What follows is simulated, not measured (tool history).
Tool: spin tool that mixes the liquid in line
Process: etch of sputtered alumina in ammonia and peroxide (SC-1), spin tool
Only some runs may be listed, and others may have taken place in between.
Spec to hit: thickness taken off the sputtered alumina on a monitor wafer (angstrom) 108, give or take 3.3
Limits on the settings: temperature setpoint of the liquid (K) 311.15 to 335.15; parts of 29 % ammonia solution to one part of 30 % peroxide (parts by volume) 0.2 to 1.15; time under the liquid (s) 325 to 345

run	hour	temperature setpoint of the liquid (K)	parts of 29 % ammonia solution to one part of 30 % peroxide (parts by volume)	time under the liquid (s)	thickness taken off the sputtered alumina on a monitor wafer (angstrom)
1	0	319.15	0.65	325	165.69
2	8.9	321.65	0.65	325	190.07
3	16.5	320.65	0.65	325	180.25
4	24.9	319.65	0.65	325	172.02
5	32.4	318.65	0.65	325	160.06
# hour 33.4: ammonia flow meter replaced
6	33.4	318.65	0.65	325	157.21
7	41.3	318.15	0.65	325	153.79
8	49.4	317.65	0.65	325	149.97
9	58.4	317.15	0.65	325	147.4
10	60.3	311.15	0.65	325	103.95

Of the 4 settings listed for the next run, only one would bring every result within its allowed miss of target. Which one?
A	62.2	311.15	0.55	325	?
B	62.2	311.15	0.6	325	?
C	62.2	313.65	0.45	330	?
D	62.2	311.15	0.6	345	?

move	thickness taken off the sputtered alumina on a monitor wafer (angstrom)
A	102.04
B	102.89
C	117.89
D	109.22
A: its largest miss is bigger than the last run's
B: its largest miss is bigger than the last run's
C: pushes the last run's worst result past its target
D: hits every target within its allowed miss
D is the move that brings every result within its allowed miss.
